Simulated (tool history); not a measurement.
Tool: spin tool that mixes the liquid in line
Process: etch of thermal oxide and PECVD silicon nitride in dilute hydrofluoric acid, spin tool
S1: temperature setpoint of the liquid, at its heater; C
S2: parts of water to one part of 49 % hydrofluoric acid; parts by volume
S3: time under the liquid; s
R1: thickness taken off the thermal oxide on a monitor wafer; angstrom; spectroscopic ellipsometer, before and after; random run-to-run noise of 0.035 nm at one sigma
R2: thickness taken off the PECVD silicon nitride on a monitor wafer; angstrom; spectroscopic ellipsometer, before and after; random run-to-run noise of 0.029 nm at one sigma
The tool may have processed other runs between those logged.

| run | day | S1 | S2 | S3 | R1 | R2 |
|---|---|---|---|---|---|---|
| 1 | 0 | 23 | 70 | 180 | 136.14 | 55.674 |
| 2 | 0.042 | 20.5 | 70 | 180 | 123.31 | 47.435 |
| 3 | 0.292 | 20.5 | 70 | 120 | 81.358 | 31.548 |
| 4 | 0.604 | 20.5 | 75 | 120 | 75.944 | 29.866 |
| 5 | 0.933 | 18 | 75 | 120 | 68.558 | 25.347 |
| 6 | 1.288 | 18.5 | 75 | 120 | 70.714 | 25.637 |
| 7 | 1.521 | 19 | 75 | 120 | 71.36 | 26.542 |
| 8 | 1.746 | 19.5 | 75 | 120 | 73.369 | 27.645 |
| 9 | 1.996 | 20 | 75 | 120 | 74.136 | 28.049 |

Estimate the outcome of run 10 from the log above:
|  | 2.233 | hydrofluoric acid flow meter replaced |
| 10 | 2.233 | 20.5 | 75 | 120 | ? | ? |

R1: 71.12 angstrom
R2: 27.227 angstrom
